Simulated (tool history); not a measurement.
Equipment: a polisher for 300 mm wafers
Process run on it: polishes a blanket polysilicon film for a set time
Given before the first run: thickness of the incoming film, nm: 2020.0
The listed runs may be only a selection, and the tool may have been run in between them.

| run | hour | flow of slurry (ml/min) | pressure of the wafer on the pad (kPa) | speed of the pad under the wafer (m/s) | polishing time (s) | film removed (nm) |
|---|---|---|---|---|---|---|
| 1 | 0.0 | 250 | 20.0 | 0.98 | 63 | 469.69 |
| 2 | 1.2 | 275 | 20.0 | 0.98 | 63 | 463.10 |
| 3 | 6.3 | 275 | 18.6 | 0.98 | 63 | 439.52 |
| 4 | 7.0 | 275 | 17.2 | 0.98 | 63 | 412.04 |
| 5 | 9.9 | 275 | 16.5 | 0.98 | 63 | 389.97 |
| 6 | 16.2 | 275 | 15.9 | 0.98 | 63 | 372.43 |
| 7 | 22.4 | 275 | 15.2 | 0.98 | 63 | 361.28 |

Run 8 comes next. What will it give?
| 8 | 29.0 | 275 | 14.5 | 0.98 | 63 | ? |

{"run 8": {"film removed (nm)": 346.79}}

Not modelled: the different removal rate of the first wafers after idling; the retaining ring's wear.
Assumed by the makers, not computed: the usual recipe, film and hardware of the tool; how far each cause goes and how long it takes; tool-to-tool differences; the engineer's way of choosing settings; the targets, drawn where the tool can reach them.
